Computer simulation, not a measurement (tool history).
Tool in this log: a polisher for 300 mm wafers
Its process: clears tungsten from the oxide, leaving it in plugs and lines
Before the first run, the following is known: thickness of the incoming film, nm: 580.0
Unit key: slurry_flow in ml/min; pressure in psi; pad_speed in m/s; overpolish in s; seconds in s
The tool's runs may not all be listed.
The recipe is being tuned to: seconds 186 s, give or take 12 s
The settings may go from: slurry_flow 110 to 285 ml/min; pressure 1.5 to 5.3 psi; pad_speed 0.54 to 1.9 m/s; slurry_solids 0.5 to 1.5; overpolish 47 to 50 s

{"run": 1, "hour": 0.0, "slurry_flow": 180, "pressure": 3.4, "pad_speed": 1.22, "slurry_solids": 1, "overpolish": 47, "seconds": 151.62}
{"run": 2, "hour": 2.3, "slurry_flow": 180, "pressure": 3.2, "pad_speed": 1.22, "slurry_solids": 1, "overpolish": 47, "seconds": 160.55}
{"run": 3, "hour": 10.5, "slurry_flow": 180, "pressure": 3.2, "pad_speed": 1.42, "slurry_solids": 1, "overpolish": 47, "seconds": 139.3}
{"run": 4, "hour": 14.9, "slurry_flow": 180, "pressure": 3.2, "pad_speed": 1.42, "slurry_solids": 0.8, "overpolish": 47, "seconds": 142.06}
{"hour": 18.5, "done": "slurry tank refilled with fresh slurry and peroxide"}
{"run": 5, "hour": 18.5, "slurry_flow": 180, "pressure": 3.2, "pad_speed": 1.54, "slurry_solids": 0.8, "overpolish": 47, "seconds": 106.77}
{"run": 6, "hour": 20.3, "slurry_flow": 180, "pressure": 2.8, "pad_speed": 1.52, "slurry_solids": 0.8, "overpolish": 47, "seconds": 122.64}
{"run": 7, "hour": 25.3, "slurry_flow": 180, "pressure": 2.5, "pad_speed": 1.46, "slurry_solids": 0.8, "overpolish": 47, "seconds": 143.44}
{"run": 8, "hour": 27.9, "slurry_flow": 180, "pressure": 2.3, "pad_speed": 1.44, "slurry_solids": 0.8, "overpolish": 47, "seconds": 157.77}
{"run": 9, "hour": 33.5, "slurry_flow": 180, "pressure": 2.1, "pad_speed": 1.44, "slurry_solids": 0.8, "overpolish": 47, "seconds": 169.48}

5 next moves are on the table. One of them brings every result within its allowed miss. Which?
{"run": "A", "hour": 39.1, "slurry_flow": 215, "pressure": 2.1, "pad_speed": 1.1, "slurry_solids": 0.7, "overpolish": 47, "seconds": "?"}
{"run": "B", "hour": 39.1, "slurry_flow": 185, "pressure": 2.2, "pad_speed": 1.04, "slurry_solids": 0.9, "overpolish": 47, "seconds": "?"}
{"run": "C", "hour": 39.1, "slurry_flow": 170, "pressure": 2, "pad_speed": 1.16, "slurry_solids": 0.7, "overpolish": 50, "seconds": "?"}
{"run": "D", "hour": 39.1, "slurry_flow": 160, "pressure": 1.7, "pad_speed": 1.3, "slurry_solids": 0.8, "overpolish": 47, "seconds": "?"}
{"run": "E", "hour": 39.1, "slurry_flow": 200, "pressure": 1.9, "pad_speed": 1.38, "slurry_solids": 0.85, "overpolish": 50, "seconds": "?"}

move=A seconds=219.22
move=B seconds=210.76
move=C seconds=224.43
move=D seconds=227.88
move=E seconds=186.08
A: moves the result that the last run missed by most past its target, out the other side
B: moves the result that the last run missed by most past its target, out the other side
C: moves the result that the last run missed by most past its target, out the other side
D: moves the result that the last run missed by most past its target, out the other side
E: every result within its allowed miss
Go with E: it meets all targets.
